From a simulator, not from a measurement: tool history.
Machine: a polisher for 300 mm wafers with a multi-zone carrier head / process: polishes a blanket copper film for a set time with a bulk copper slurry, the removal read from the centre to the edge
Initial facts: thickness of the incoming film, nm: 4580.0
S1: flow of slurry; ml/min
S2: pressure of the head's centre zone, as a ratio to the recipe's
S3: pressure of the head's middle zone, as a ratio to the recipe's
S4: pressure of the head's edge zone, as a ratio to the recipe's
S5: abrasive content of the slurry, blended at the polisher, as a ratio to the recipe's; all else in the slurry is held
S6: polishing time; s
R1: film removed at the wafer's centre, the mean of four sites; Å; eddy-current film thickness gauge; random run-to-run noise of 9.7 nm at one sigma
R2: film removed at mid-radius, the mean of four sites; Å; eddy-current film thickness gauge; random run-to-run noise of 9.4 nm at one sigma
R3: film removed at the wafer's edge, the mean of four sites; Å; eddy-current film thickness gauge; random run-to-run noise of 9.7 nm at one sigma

run  hour   S1    S2    S3    S4    S5  S6      R1      R2      R3
  1   0.0  270  1.00  1.00  1.00  1.00  89  8533.1  8534.7  8457.8
  2   3.3  280  0.98  1.05  1.04  1.05  89  8629.0  9046.3  8675.1
  3   5.2  280  0.98  0.98  1.04  1.05  89  8435.7  8628.3  8664.4
  4   7.1  220  0.98  0.98  1.04  1.05  89  8408.1  8404.4  8497.3
  5  12.9  220  0.98  0.98  0.98  1.05  89  8278.1  8424.6  8216.7
  6  18.3  220  0.98  0.98  1.04  1.05  89  8164.4  8401.9  8427.8

Expected results for the next run?
  7  21.2  240  0.96  1.03  1.08  1.10  89   ?   ?   ?

R1: 8339.6 Å
R2: 8914.8 Å
R3: 8778.3 Å
